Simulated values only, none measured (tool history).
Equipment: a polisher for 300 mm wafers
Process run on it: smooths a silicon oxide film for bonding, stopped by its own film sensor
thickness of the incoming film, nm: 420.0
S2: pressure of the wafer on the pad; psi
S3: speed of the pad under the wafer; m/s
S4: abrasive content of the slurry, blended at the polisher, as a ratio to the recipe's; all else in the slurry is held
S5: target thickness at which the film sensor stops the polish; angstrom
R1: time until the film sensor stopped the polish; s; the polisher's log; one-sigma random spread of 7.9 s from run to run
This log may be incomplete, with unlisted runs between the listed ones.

{"run": 1, "day": 0.0, "flow of slurry (ml/min)": 130, "S2": 2.2, "S3": 0.82, "S4": 1, "S5": 2980, "R1": 206.79}
{"run": 2, "day": 0.062, "flow of slurry (ml/min)": 130, "S2": 2.6, "S3": 0.82, "S4": 1, "S5": 2980, "R1": 182.38}
{"run": 3, "day": 0.162, "flow of slurry (ml/min)": 130, "S2": 2.4, "S3": 0.76, "S4": 1, "S5": 2980, "R1": 204.76}
{"run": 4, "day": 0.312, "flow of slurry (ml/min)": 130, "S2": 2.4, "S3": 0.94, "S4": 1, "S5": 2980, "R1": 181.63}
{"run": 5, "day": 0.642, "flow of slurry (ml/min)": 130, "S2": 2.2, "S3": 0.88, "S4": 0.95, "S5": 2970, "R1": 203.04}
{"run": 6, "day": 0.692, "flow of slurry (ml/min)": 105, "S2": 2.2, "S3": 0.88, "S4": 0.95, "S5": 2970, "R1": 211.31}

Estimate the outcome of run 7 from the log above:
{"run": 7, "day": 0.933, "flow of slurry (ml/min)": 105, "S2": 2, "S3": 0.82, "S4": 0.9, "S5": 2960, "R1": "?"}

R1: 254.16 s
